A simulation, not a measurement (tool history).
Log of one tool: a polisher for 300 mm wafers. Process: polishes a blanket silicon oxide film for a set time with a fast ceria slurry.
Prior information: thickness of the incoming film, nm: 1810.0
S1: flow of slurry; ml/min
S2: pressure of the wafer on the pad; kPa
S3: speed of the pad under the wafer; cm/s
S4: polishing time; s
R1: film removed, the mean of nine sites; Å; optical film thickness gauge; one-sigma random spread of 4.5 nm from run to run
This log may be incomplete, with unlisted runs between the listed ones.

run	hour	S1	S2	S3	S4	R1
1	0	170	16.5	86	31	3992.4
2	2.9	150	16.5	86	31	3961
3	4.3	150	16.5	86	31	3919.4
4	8.1	150	16.5	86	31	3909.6
5	9	155	17.2	86	31	4138.2
6	16.2	160	17.2	86	31	4081.9
7	17.5	160	17.9	86	31	4257.4

What does the tool deliver on the next run?
8	22	165	18.6	86	31	?

{"run 8": {"R1": 4426.6}}
